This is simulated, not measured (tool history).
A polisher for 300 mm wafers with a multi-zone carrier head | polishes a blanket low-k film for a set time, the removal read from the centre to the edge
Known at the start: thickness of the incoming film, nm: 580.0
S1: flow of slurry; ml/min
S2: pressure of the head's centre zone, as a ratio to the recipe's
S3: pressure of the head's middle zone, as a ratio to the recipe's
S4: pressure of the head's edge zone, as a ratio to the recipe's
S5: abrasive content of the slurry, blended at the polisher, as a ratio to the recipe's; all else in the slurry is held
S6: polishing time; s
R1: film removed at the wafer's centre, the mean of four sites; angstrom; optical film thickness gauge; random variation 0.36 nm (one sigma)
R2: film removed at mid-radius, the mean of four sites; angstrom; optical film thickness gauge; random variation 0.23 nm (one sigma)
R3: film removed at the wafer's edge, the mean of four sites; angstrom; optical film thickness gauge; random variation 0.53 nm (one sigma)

| run | hour | S1 | S2 | S3 | S4 | S5 | S6 | R1 | R2 | R3 |
|---|---|---|---|---|---|---|---|---|---|---|
| 1 | 0.0 | 210 | 1.00 | 1.00 | 1.00 | 1.00 | 90 | 445.73 | 439.02 | 427.39 |
| 2 | 2.9 | 210 | 1.00 | 1.00 | 1.00 | 1.00 | 107 | 521.64 | 508.39 | 497.75 |
| 3 | 5.4 | 245 | 1.00 | 1.00 | 1.00 | 1.00 | 107 | 532.51 | 525.13 | 525.61 |
| 4 | 14.0 | 235 | 0.99 | 0.98 | 1.01 | 0.95 | 107 | 519.30 | 502.29 | 513.73 |
| 5 | 21.3 | 235 | 0.91 | 0.98 | 1.01 | 0.95 | 107 | 488.35 | 502.40 | 496.33 |
| 6 | 24.6 | 230 | 0.91 | 0.96 | 1.02 | 0.90 | 107 | 463.90 | 489.57 | 504.50 |
| 7 | 27.9 | 225 | 0.93 | 0.94 | 1.00 | 0.85 | 107 | 463.19 | 458.87 | 480.62 |
| 8 | 30.5 | 220 | 0.93 | 0.92 | 0.99 | 0.85 | 107 | 457.89 | 444.51 | 486.14 |
| 9 | 33.8 | 210 | 0.93 | 0.91 | 0.97 | 0.85 | 107 | 457.68 | 445.14 | 479.29 |
| 10 | 34.8 | 205 | 0.93 | 0.90 | 0.96 | 0.80 | 107 | 442.43 | 430.73 | 458.47 |
| 11 | 42.7 | 200 | 0.94 | 0.89 | 0.96 | 0.80 | 107 | 444.02 | 417.67 | 459.40 |
| 12 | 47.2 | 195 | 0.94 | 0.88 | 0.95 | 0.80 | 107 | 439.43 | 412.11 | 444.65 |
| 13 | 54.1 | 190 | 0.94 | 0.87 | 0.95 | 0.80 | 107 | 444.58 | 413.69 | 451.45 |
| 14 | 58.0 | 190 | 0.94 | 0.86 | 0.95 | 0.80 | 107 | 432.47 | 403.73 | 445.12 |
| 15 | 64.9 | 185 | 0.94 | 0.85 | 0.95 | 0.80 | 107 | 444.45 | 395.37 | 448.91 |
| 16 | 67.5 | 180 | 0.94 | 0.85 | 0.95 | 0.80 | 107 | 441.79 | 399.73 | 448.04 |
| 17 | 74.4 | 175 | 0.94 | 0.83 | 0.96 | 0.70 | 107 | 410.33 | 366.03 | 433.21 |

Run 18 comes next. What will it give?
| 18 | 81.2 | 170 | 0.94 | 0.83 | 0.96 | 0.70 | 107 | ? | ? | ? |

{"run 18": {"R1": 401.46, "R2": 364.33, "R3": 416.26}}
